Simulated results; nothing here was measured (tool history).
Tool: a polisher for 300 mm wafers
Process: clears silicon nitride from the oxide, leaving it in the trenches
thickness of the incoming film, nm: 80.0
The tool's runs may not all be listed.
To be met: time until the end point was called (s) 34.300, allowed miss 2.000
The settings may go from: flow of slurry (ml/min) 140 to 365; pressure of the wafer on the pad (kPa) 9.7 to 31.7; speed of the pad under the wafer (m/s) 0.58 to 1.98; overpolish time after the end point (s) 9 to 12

run	hour	flow of slurry (ml/min)	pressure of the wafer on the pad (kPa)	speed of the pad under the wafer (m/s)	overpolish time after the end point (s)	time until the end point was called (s)
1	0.0	235	20.7	1.28	12	63.762
2	8.4	260	20.7	1.28	12	62.475
3	17.3	260	20.7	1.52	12	53.746
4	23.8	305	20.7	1.52	12	50.263
5	31.1	305	17.2	1.52	12	62.695
6	34.0	330	17.2	1.52	12	60.194
7	38.8	330	17.2	1.52	12	62.401
8	40.9	330	20.0	1.54	12	53.444
# hour 48.8: slurry nozzle cleaned
9	48.8	330	22.1	1.56	12	45.327
10	57.1	330	22.1	1.56	12	45.813
11	64.6	330	23.4	1.58	12	42.399

5 next moves are on the table. One of them brings every result within its allowed miss. Which?
A	72.1	320	22.1	1.62	9	?
B	72.1	335	21.4	1.48	12	?
C	72.1	345	26.2	1.74	12	?
D	72.1	325	25.5	1.52	12	?
E	72.1	285	20.0	1.52	12	?

move	time until the end point was called (s)
A	43.621
B	48.937
C	34.189
D	40.244
E	51.636
A: further off than the last run
B: further off than the last run
C: meets every target
D: nearer than the last run, and not there yet
E: further off than the last run
Answer: C

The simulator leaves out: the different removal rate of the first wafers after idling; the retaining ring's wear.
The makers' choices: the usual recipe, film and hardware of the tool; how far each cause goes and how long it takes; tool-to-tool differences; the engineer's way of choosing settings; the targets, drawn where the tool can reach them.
